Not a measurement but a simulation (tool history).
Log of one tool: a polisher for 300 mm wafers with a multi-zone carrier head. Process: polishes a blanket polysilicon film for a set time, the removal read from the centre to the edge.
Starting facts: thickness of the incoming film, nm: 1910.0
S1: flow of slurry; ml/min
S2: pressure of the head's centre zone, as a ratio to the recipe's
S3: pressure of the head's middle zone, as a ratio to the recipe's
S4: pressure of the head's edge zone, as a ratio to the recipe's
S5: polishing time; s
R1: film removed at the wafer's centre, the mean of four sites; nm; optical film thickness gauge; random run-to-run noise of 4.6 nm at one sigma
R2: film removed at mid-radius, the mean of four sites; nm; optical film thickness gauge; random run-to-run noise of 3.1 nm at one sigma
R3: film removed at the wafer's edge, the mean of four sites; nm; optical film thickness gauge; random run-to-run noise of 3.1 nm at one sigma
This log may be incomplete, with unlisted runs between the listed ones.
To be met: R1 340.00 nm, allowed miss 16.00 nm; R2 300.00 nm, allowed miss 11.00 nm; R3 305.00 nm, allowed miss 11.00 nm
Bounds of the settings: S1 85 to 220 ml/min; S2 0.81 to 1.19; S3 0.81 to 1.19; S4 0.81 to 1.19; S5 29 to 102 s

{"run": 1, "hour": 0.0, "S1": 140, "S2": 1.0, "S3": 1.0, "S4": 1.0, "S5": 65, "R1": 462.25, "R2": 449.14, "R3": 454.16}
{"run": 2, "hour": 2.1, "S1": 140, "S2": 1.0, "S3": 0.96, "S4": 1.0, "S5": 65, "R1": 465.67, "R2": 432.98, "R3": 459.06}
{"run": 3, "hour": 6.1, "S1": 135, "S2": 1.01, "S3": 0.96, "S4": 0.98, "S5": 61, "R1": 434.29, "R2": 399.34, "R3": 422.26}
{"run": 4, "hour": 7.5, "S1": 135, "S2": 1.01, "S3": 0.96, "S4": 0.94, "S5": 61, "R1": 442.97, "R2": 404.9, "R3": 421.59}
{"run": 5, "hour": 16.1, "S1": 135, "S2": 1.02, "S3": 0.96, "S4": 0.93, "S5": 58, "R1": 413.78, "R2": 382.49, "R3": 391.83}
{"run": 6, "hour": 24.9, "S1": 135, "S2": 0.99, "S3": 0.96, "S4": 0.93, "S5": 58, "R1": 406.91, "R2": 386.22, "R3": 398.79}
{"run": 7, "hour": 26.5, "S1": 105, "S2": 1.05, "S3": 0.92, "S4": 0.83, "S5": 44, "R1": 297.72, "R2": 263.17, "R3": 267.37}
{"run": 8, "hour": 27.9, "S1": 115, "S2": 1.05, "S3": 0.92, "S4": 0.84, "S5": 44, "R1": 309.06, "R2": 268.52, "R3": 280.38}
{"run": 9, "hour": 33.2, "S1": 120, "S2": 1.05, "S3": 0.93, "S4": 0.84, "S5": 44, "R1": 318.86, "R2": 278.22, "R3": 280.78}
{"run": 10, "hour": 34.9, "S1": 125, "S2": 1.05, "S3": 0.93, "S4": 0.85, "S5": 44, "R1": 320.23, "R2": 279.34, "R3": 282.17}
{"run": 11, "hour": 40.4, "S1": 130, "S2": 1.05, "S3": 0.93, "S4": 0.86, "S5": 44, "R1": 326.75, "R2": 282.62, "R3": 292.07}
{"run": 12, "hour": 42.1, "S1": 135, "S2": 1.05, "S3": 0.93, "S4": 0.86, "S5": 44, "R1": 322.99, "R2": 283.58, "R3": 289.98}
{"run": 13, "hour": 46.2, "S1": 140, "S2": 1.05, "S3": 0.93, "S4": 0.86, "S5": 44, "R1": 323.91, "R2": 287.14, "R3": 290.67}
{"run": 14, "hour": 52.8, "S1": 145, "S2": 1.05, "S3": 0.93, "S4": 0.87, "S5": 44, "R1": 327.61, "R2": 286.02, "R3": 295.0}

Consider the 5 candidate settings below. Which is the only one whose results all fall within their allowed miss of target?
{"run": "A", "hour": 59.4, "S1": 130, "S2": 0.93, "S3": 0.86, "S4": 0.87, "S5": 45, "R1": "?", "R2": "?", "R3": "?"}
{"run": "B", "hour": 59.4, "S1": 195, "S2": 1.05, "S3": 0.96, "S4": 0.94, "S5": 43, "R1": "?", "R2": "?", "R3": "?"}
{"run": "C", "hour": 59.4, "S1": 170, "S2": 1.05, "S3": 0.96, "S4": 0.81, "S5": 43, "R1": "?", "R2": "?", "R3": "?"}
{"run": "D", "hour": 59.4, "S1": 160, "S2": 1.08, "S3": 0.97, "S4": 0.81, "S5": 46, "R1": "?", "R2": "?", "R3": "?"}
{"run": "E", "hour": 59.4, "S1": 135, "S2": 0.93, "S3": 0.94, "S4": 0.87, "S5": 46, "R1": "?", "R2": "?", "R3": "?"}

move=A R1=293.90 R2=271.57 R3=288.87
move=B R1=347.22 R2=305.23 R3=301.79
move=C R1=338.44 R2=298.36 R3=278.82
move=D R1=367.81 R2=318.07 R3=295.78
move=E R1=303.67 R2=299.66 R3=296.89
A: moves away from the targets compared with the last run
B: meets every target
C: the furthest-off result lands on target, but another misses its tolerance
D: takes the result that was furthest off past its target
E: the furthest-off result lands on target, but another misses its tolerance
The move that meets every target is B.

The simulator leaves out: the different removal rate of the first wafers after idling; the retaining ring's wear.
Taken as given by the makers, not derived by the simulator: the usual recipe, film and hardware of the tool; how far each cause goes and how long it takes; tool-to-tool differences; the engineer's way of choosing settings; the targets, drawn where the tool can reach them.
